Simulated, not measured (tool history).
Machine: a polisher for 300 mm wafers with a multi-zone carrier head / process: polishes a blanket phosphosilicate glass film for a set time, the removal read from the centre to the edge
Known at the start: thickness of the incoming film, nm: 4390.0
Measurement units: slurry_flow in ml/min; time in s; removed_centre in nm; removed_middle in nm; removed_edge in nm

Run 1, day 0.000: slurry_flow 125 ml/min, centre_zone 1.00, middle_zone 1.00, edge_zone 1.00, slurry_solids 1.00, time 40 s. Result: removed_centre 348.05 nm, removed_middle 348.99 nm, removed_edge 347.01 nm.
Run 2, day 0.367: slurry_flow 125 ml/min, centre_zone 1.00, middle_zone 1.00, edge_zone 1.00, slurry_solids 1.20, time 40 s. Result: removed_centre 382.23 nm, removed_middle 378.38 nm, removed_edge 376.04 nm.
Run 3, day 0.642: slurry_flow 125 ml/min, centre_zone 1.00, middle_zone 1.08, edge_zone 1.00, slurry_solids 1.20, time 40 s. Result: removed_centre 388.03 nm, removed_middle 410.98 nm, removed_edge 374.86 nm.
Run 4, day 0.900: slurry_flow 125 ml/min, centre_zone 1.00, middle_zone 1.08, edge_zone 1.00, slurry_solids 1.10, time 40 s. Result: removed_centre 371.26 nm, removed_middle 387.37 nm, removed_edge 370.94 nm.
Run 5, day 1.262: slurry_flow 125 ml/min, centre_zone 1.00, middle_zone 1.08, edge_zone 1.00, slurry_solids 1.10, time 44 s. Result: removed_centre 408.05 nm, removed_middle 420.73 nm, removed_edge 388.06 nm.
Run 6, day 1.392: slurry_flow 125 ml/min, centre_zone 1.00, middle_zone 1.08, edge_zone 1.00, slurry_solids 1.20, time 44 s. Result: removed_centre 415.36 nm, removed_middle 450.14 nm, removed_edge 423.73 nm.
Run 7, day 1.725: slurry_flow 120 ml/min, centre_zone 0.99, middle_zone 1.06, edge_zone 1.00, slurry_solids 1.15, time 44 s. Result: removed_centre 403.31 nm, removed_middle 429.40 nm, removed_edge 407.67 nm.
Run 8, day 2.079: slurry_flow 115 ml/min, centre_zone 0.98, middle_zone 1.04, edge_zone 1.00, slurry_solids 1.10, time 44 s. Result: removed_centre 391.54 nm, removed_middle 407.17 nm, removed_edge 398.09 nm.
Run 9, day 2.292: slurry_flow 115 ml/min, centre_zone 0.97, middle_zone 1.03, edge_zone 1.00, slurry_solids 1.05, time 44 s. Result: removed_centre 387.72 nm, removed_middle 395.62 nm, removed_edge 388.16 nm.
Run 10, day 2.462: slurry_flow 115 ml/min, centre_zone 0.97, middle_zone 1.03, edge_zone 1.00, slurry_solids 1.05, time 44 s. Result: removed_centre 378.91 nm, removed_middle 395.71 nm, removed_edge 384.77 nm.

The next listed run, before its measurement:
Run 11, day 2.712: slurry_flow 80 ml/min, centre_zone 0.87, middle_zone 0.93, edge_zone 0.97, slurry_solids 0.90, time 44 s. Result: removed_centre ?, removed_middle ?, removed_edge ?.

Logged for run 11: removed_centre 286.80 nm, removed_middle 319.80 nm, removed_edge 337.56 nm.

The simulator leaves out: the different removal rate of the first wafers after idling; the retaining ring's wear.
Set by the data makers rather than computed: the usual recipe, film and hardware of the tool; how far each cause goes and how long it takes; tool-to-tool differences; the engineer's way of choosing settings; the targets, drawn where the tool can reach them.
